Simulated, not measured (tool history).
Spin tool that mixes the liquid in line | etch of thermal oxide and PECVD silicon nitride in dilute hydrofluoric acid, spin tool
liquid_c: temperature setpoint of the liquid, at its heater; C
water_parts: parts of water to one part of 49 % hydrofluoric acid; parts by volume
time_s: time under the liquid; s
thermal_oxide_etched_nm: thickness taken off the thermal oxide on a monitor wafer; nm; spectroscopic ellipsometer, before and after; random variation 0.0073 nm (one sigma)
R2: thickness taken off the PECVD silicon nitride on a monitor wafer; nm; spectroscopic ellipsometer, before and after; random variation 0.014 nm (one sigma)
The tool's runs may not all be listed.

run 1 hour=0 | liquid_c=21 water_parts=185 time_s=180 | thermal_oxide_etched_nm=3.6987 R2=1.829
run 2 hour=4.2 | liquid_c=17.5 water_parts=185 time_s=180 | thermal_oxide_etched_nm=3.2024 R2=1.4727
run 3 hour=10.7 | liquid_c=17.5 water_parts=240 time_s=180 | thermal_oxide_etched_nm=2.3715 R2=1.1051
run 4 hour=11.4 | liquid_c=18.5 water_parts=260 time_s=170 | thermal_oxide_etched_nm=2.1025 R2=1.0408
run 5 hour=17.6 | liquid_c=19 water_parts=275 time_s=160 | thermal_oxide_etched_nm=1.8732 R2=1.0091
run 6 hour=19.4 | liquid_c=21 water_parts=275 time_s=160 | thermal_oxide_etched_nm=1.9945 R2=1.124
run 7 hour=24.9 | liquid_c=20.5 water_parts=285 time_s=155 | thermal_oxide_etched_nm=1.8297 R2=1.0182
run 8 hour=33.3 | liquid_c=20 water_parts=295 time_s=150 | thermal_oxide_etched_nm=1.6541 R2=0.92525
run 9 hour=38.7 | liquid_c=20 water_parts=300 time_s=145 | thermal_oxide_etched_nm=1.5655 R2=0.86075
run 10 hour=43.1 | liquid_c=20 water_parts=305 time_s=140 | thermal_oxide_etched_nm=1.4886 R2=0.82604
run 11 hour=45.5 | liquid_c=20 water_parts=310 time_s=140 | thermal_oxide_etched_nm=1.4591 R2=0.80741

The next listed run, before its measurement:
run 12 hour=53.7 | liquid_c=20 water_parts=310 time_s=140 | thermal_oxide_etched_nm=? R2=?

{"run 12": {"thermal_oxide_etched_nm": 1.4676, "R2": 0.81589}}
